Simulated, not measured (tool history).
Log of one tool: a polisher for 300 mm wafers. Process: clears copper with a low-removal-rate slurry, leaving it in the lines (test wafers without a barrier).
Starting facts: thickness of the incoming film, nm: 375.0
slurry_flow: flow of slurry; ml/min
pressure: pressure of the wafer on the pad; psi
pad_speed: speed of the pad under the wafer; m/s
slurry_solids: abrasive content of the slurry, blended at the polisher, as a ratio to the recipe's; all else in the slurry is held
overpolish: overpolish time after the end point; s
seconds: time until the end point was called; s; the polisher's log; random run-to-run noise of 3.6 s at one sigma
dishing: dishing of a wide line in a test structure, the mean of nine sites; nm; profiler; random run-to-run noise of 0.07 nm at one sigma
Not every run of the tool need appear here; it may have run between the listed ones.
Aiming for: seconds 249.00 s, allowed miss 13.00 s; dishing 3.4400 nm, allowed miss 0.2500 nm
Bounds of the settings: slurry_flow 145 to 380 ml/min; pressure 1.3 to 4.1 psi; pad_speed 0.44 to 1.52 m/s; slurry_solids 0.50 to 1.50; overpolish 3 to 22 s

{"run": 1, "hour": 0.0, "slurry_flow": 245, "pressure": 2.7, "pad_speed": 0.98, "slurry_solids": 1.0, "overpolish": 11, "seconds": 158.16, "dishing": 19.082}
{"run": 2, "hour": 5.8, "slurry_flow": 245, "pressure": 2.7, "pad_speed": 1.1, "slurry_solids": 1.0, "overpolish": 11, "seconds": 138.22, "dishing": 21.791}
{"run": 3, "hour": 10.9, "slurry_flow": 255, "pressure": 2.5, "pad_speed": 1.02, "slurry_solids": 1.05, "overpolish": 9, "seconds": 157.38, "dishing": 15.459}
{"run": 4, "hour": 12.3, "slurry_flow": 280, "pressure": 2.3, "pad_speed": 0.96, "slurry_solids": 1.15, "overpolish": 8, "seconds": 170.43, "dishing": 12.868}
{"run": 5, "hour": 20.5, "slurry_flow": 300, "pressure": 2.1, "pad_speed": 0.9, "slurry_solids": 1.2, "overpolish": 7, "seconds": 193.51, "dishing": 9.9172}
{"run": 6, "hour": 22.5, "slurry_flow": 300, "pressure": 2.1, "pad_speed": 0.9, "slurry_solids": 1.35, "overpolish": 7, "seconds": 188.89, "dishing": 10.33}
{"run": 7, "hour": 28.3, "slurry_flow": 315, "pressure": 1.9, "pad_speed": 0.88, "slurry_solids": 1.25, "overpolish": 6, "seconds": 208.61, "dishing": 8.0263}
{"run": 8, "hour": 36.0, "slurry_flow": 330, "pressure": 1.8, "pad_speed": 0.9, "slurry_solids": 1.1, "overpolish": 5, "seconds": 215.88, "dishing": 6.6671}
{"run": 9, "hour": 44.5, "slurry_flow": 340, "pressure": 1.7, "pad_speed": 0.92, "slurry_solids": 1.0, "overpolish": 5, "seconds": 227.38, "dishing": 6.1636}
{"run": 10, "hour": 50.8, "slurry_flow": 350, "pressure": 1.6, "pad_speed": 0.94, "slurry_solids": 0.9, "overpolish": 5, "seconds": 236.76, "dishing": 5.9809}
{"run": 11, "hour": 59.3, "slurry_flow": 280, "pressure": 1.3, "pad_speed": 0.78, "slurry_solids": 1.15, "overpolish": 3, "seconds": 315.21, "dishing": 2.6513}
{"run": 12, "hour": 67.0, "slurry_flow": 270, "pressure": 1.4, "pad_speed": 0.8, "slurry_solids": 1.1, "overpolish": 3, "seconds": 291.79, "dishing": 2.887}
{"run": 13, "hour": 75.2, "slurry_flow": 265, "pressure": 1.5, "pad_speed": 0.8, "slurry_solids": 1.1, "overpolish": 3, "seconds": 278.82, "dishing": 3.0339}

Consider the 4 candidate settings below. Which is the only one whose results all fall within their allowed miss of target?
{"run": "A", "hour": 83.4, "slurry_flow": 270, "pressure": 1.7, "pad_speed": 0.82, "slurry_solids": 1.15, "overpolish": 3, "seconds": "?", "dishing": "?"}
{"run": "B", "hour": 83.4, "slurry_flow": 270, "pressure": 1.5, "pad_speed": 0.78, "slurry_solids": 1.1, "overpolish": 3, "seconds": "?", "dishing": "?"}
{"run": "C", "hour": 83.4, "slurry_flow": 320, "pressure": 2.0, "pad_speed": 0.62, "slurry_solids": 1.1, "overpolish": 4, "seconds": "?", "dishing": "?"}
{"run": "D", "hour": 83.4, "slurry_flow": 250, "pressure": 1.7, "pad_speed": 0.98, "slurry_solids": 1.2, "overpolish": 3, "seconds": "?", "dishing": "?"}

move=A seconds=251.32 dishing=3.3806
move=B seconds=290.36 dishing=2.9295
move=C seconds=290.42 dishing=3.8964
move=D seconds=211.32 dishing=4.0110
A: every result lands within tolerance
B: misses by more than the last run did
C: misses by more than the last run did
D: takes the biggest miss from the last run beyond its target
A meets every target.
